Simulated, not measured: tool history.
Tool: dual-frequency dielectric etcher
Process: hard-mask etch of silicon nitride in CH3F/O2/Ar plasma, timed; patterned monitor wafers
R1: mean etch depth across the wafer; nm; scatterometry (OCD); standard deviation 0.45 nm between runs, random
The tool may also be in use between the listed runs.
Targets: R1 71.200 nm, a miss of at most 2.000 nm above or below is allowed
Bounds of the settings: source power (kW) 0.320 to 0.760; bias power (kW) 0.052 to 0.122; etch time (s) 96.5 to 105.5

run 1 hour=0.0 | source_power_(kW)=0.540 bias_power_(kW)=0.087 etch_time_(s)=105.5 | R1=87.728
run 2 hour=9.0 | source_power_(kW)=0.540 bias_power_(kW)=0.087 etch_time_(s)=96.5 | R1=78.547
run 3 hour=14.2 | source_power_(kW)=0.540 bias_power_(kW)=0.077 etch_time_(s)=96.5 | R1=76.598
run 4 hour=21.2 | source_power_(kW)=0.520 bias_power_(kW)=0.076 etch_time_(s)=96.5 | R1=74.240
run 5 hour=29.3 | source_power_(kW)=0.520 bias_power_(kW)=0.076 etch_time_(s)=96.5 | R1=74.245
run 6 hour=31.0 | source_power_(kW)=0.580 bias_power_(kW)=0.076 etch_time_(s)=96.5 | R1=78.584
run 7 hour=32.5 | source_power_(kW)=0.560 bias_power_(kW)=0.075 etch_time_(s)=96.5 | R1=77.025
run 8 hour=41.3 | source_power_(kW)=0.460 bias_power_(kW)=0.069 etch_time_(s)=96.5 | R1=68.469
run 9 hour=42.7 | source_power_(kW)=0.470 bias_power_(kW)=0.069 etch_time_(s)=96.5 | R1=68.604

Next run, 5 choices. One meets every target within its allowed miss, the rest don't. Which?
run A hour=44.1 | source_power_(kW)=0.410 bias_power_(kW)=0.074 etch_time_(s)=97.5 | R1=?
run B hour=44.1 | source_power_(kW)=0.420 bias_power_(kW)=0.064 etch_time_(s)=100.5 | R1=?
run C hour=44.1 | source_power_(kW)=0.450 bias_power_(kW)=0.064 etch_time_(s)=104.0 | R1=?
run D hour=44.1 | source_power_(kW)=0.460 bias_power_(kW)=0.061 etch_time_(s)=100.0 | R1=?
run E hour=44.1 | source_power_(kW)=0.430 bias_power_(kW)=0.066 etch_time_(s)=98.5 | R1=?

move=A R1=66.849
move=B R1=66.634
move=C R1=71.294
move=D R1=68.287
move=E R1=66.683
A: the biggest miss grows against the last run
B: the biggest miss grows against the last run
C: every result within its allowed miss
D: the biggest miss grows against the last run
E: the biggest miss grows against the last run
Go with C: it meets all targets.
